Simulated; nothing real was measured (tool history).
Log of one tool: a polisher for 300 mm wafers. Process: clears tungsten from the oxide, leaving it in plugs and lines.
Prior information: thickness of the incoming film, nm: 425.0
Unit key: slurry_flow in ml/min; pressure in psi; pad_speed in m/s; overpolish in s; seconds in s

{"run": 1, "hour": 0.0, "slurry_flow": 165, "pressure": 3.7, "pad_speed": 1.14, "slurry_solids": 1.0, "overpolish": 44, "seconds": 64.437}
{"run": 2, "hour": 8.6, "slurry_flow": 170, "pressure": 4.0, "pad_speed": 1.14, "slurry_solids": 1.0, "overpolish": 44, "seconds": 60.917}
{"run": 3, "hour": 10.4, "slurry_flow": 170, "pressure": 4.3, "pad_speed": 1.14, "slurry_solids": 1.0, "overpolish": 44, "seconds": 56.835}
{"run": 4, "hour": 19.2, "slurry_flow": 175, "pressure": 4.6, "pad_speed": 1.14, "slurry_solids": 1.0, "overpolish": 44, "seconds": 54.348}
{"run": 5, "hour": 20.0, "slurry_flow": 175, "pressure": 4.8, "pad_speed": 1.16, "slurry_solids": 1.0, "overpolish": 44, "seconds": 51.406}
{"run": 6, "hour": 24.1, "slurry_flow": 175, "pressure": 5.0, "pad_speed": 1.18, "slurry_solids": 1.0, "overpolish": 44, "seconds": 48.79}
{"run": 7, "hour": 33.2, "slurry_flow": 175, "pressure": 5.2, "pad_speed": 1.18, "slurry_solids": 1.0, "overpolish": 44, "seconds": 47.336}
{"run": 8, "hour": 42.0, "slurry_flow": 180, "pressure": 5.3, "pad_speed": 1.18, "slurry_solids": 1.0, "overpolish": 44, "seconds": 47.125}

Run 9 has not been measured yet. What should we expect?
{"run": 9, "hour": 46.0, "slurry_flow": 180, "pressure": 5.8, "pad_speed": 1.22, "slurry_solids": 1.0, "overpolish": 44, "seconds": "?"}

For run 9 the tool returned seconds 42.119 s.
